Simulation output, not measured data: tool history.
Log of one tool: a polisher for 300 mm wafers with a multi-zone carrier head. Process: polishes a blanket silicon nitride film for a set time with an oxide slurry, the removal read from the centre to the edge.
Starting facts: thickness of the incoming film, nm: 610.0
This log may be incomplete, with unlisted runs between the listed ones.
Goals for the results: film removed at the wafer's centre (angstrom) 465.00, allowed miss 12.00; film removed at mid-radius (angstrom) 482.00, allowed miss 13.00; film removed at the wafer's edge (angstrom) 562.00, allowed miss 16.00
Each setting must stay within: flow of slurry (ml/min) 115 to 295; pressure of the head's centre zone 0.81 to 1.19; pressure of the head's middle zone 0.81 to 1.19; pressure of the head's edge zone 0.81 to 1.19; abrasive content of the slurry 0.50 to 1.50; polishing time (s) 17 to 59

run,hour,flow of slurry (ml/min),pressure of the head's centre zone,pressure of the head's middle zone,pressure of the head's edge zone,abrasive content of the slurry,polishing time (s),film removed at the wafer's centre (angstrom),film removed at mid-radius (angstrom),film removed at the wafer's edge (angstrom)
1,0.0,190,1.00,1.00,1.00,1.00,38,339.17,338.32,337.93
2,6.5,190,0.99,0.99,1.02,1.05,39,355.64,346.92,359.34
3,12.6,190,0.98,0.99,1.04,1.10,40,365.12,364.53,380.35
4,13.5,190,0.97,0.99,1.05,1.15,41,381.21,385.01,396.86
5,17.2,190,0.97,1.03,1.05,1.15,41,377.69,396.08,397.76
6,19.1,190,0.96,1.02,1.06,1.20,42,393.53,409.24,419.75
7,25.0,190,0.95,1.01,1.07,1.25,42,390.32,417.87,431.09
8,29.9,195,0.95,1.00,1.08,1.30,42,399.85,424.98,433.55
9,35.8,190,0.95,0.99,1.09,1.30,43,404.10,422.94,447.68
10,42.5,190,0.95,0.99,1.10,1.30,44,412.82,433.41,458.69
11,50.7,240,0.90,0.91,1.19,1.50,46,454.69,463.15,545.27

Pick the move, out of 4, that brings all results within their allowed miss; only one does.
A,58.9,250,0.85,0.86,1.19,1.50,47,?,?,?
B,58.9,175,0.91,0.93,1.19,1.40,51,?,?,?
C,58.9,260,0.88,0.85,1.17,1.50,46,?,?,?
D,58.9,210,0.93,0.91,1.15,1.35,46,?,?,?

move,film removed at the wafer's centre (angstrom),film removed at mid-radius (angstrom),film removed at the wafer's edge (angstrom)
A,436.25,456.76,559.58
B,465.47,488.17,567.90
C,444.44,444.77,544.83
D,437.46,439.21,507.23
A: misses by more than the last run did
B: meets every target
C: misses by more than the last run did
D: misses by more than the last run did
Answer: B
